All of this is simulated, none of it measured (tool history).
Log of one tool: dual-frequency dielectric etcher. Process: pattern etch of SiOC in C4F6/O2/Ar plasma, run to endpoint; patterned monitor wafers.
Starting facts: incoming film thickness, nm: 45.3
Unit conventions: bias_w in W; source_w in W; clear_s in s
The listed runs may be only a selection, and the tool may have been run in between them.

| run | day | bias_w | source_w | clear_s |
|---|---|---|---|---|
| 1 | 0.000 | 376 | 290 | 17.751 |
| 2 | 0.179 | 405 | 290 | 17.372 |
| 3 | 0.275 | 424 | 300 | 16.642 |
| 4 | 0.408 | 424 | 260 | 18.159 |
| 5 | 0.646 | 424 | 280 | 17.386 |
| 6 | 0.883 | 439 | 290 | 16.685 |
| 7 | 1.171 | 452 | 290 | 16.462 |
| 8 | 1.496 | 463 | 290 | 16.522 |

Estimate the outcome of run 9 from the log above:
| 9 | 1.854 | 472 | 300 | ? |

{"run 9": {"clear_s": 15.88}}

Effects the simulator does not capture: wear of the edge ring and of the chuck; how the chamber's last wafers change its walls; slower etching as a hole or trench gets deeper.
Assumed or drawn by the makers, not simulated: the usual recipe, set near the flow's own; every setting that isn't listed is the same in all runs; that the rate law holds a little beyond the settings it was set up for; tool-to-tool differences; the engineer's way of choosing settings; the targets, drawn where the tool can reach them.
